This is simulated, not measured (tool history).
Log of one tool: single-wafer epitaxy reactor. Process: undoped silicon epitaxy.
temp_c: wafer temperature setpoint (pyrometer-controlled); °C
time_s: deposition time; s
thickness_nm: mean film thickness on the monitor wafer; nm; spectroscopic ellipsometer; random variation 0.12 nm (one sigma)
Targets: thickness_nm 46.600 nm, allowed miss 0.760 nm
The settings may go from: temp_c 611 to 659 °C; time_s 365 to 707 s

| run | hour | temp_c | time_s | thickness_nm |
|---|---|---|---|---|
| 1 | 0.0 | 635 | 536 | 52.108 |
| 2 | 0.9 | 635 | 574 | 55.800 |
| 3 | 5.1 | 634 | 574 | 54.409 |
| 4 | 7.4 | 626 | 574 | 44.148 |
| 5 | 16.1 | 627 | 574 | 45.401 |
| 6 | 21.0 | 620 | 574 | 37.379 |
| 7 | 25.5 | 621 | 574 | 38.550 |
| 8 | 28.0 | 622 | 574 | 39.654 |
|  | 34.3 | pyrometer calibrated |
| 9 | 34.3 | 623 | 574 | 47.362 |

4 next moves are on the table. One of them brings every result within its allowed miss. Which?
| A | 40.6 | 625 | 559 | ? |
| B | 40.6 | 625 | 550 | ? |
| C | 40.6 | 623 | 580 | ? |
| D | 40.6 | 624 | 549 | ? |

| move | thickness_nm |
|---|---|
| A | 48.805 |
| B | 48.019 |
| C | 48.035 |
| D | 46.685 |
A: further off than the last run
B: further off than the last run
C: further off than the last run
D: meets every target
Move D is the one to make.

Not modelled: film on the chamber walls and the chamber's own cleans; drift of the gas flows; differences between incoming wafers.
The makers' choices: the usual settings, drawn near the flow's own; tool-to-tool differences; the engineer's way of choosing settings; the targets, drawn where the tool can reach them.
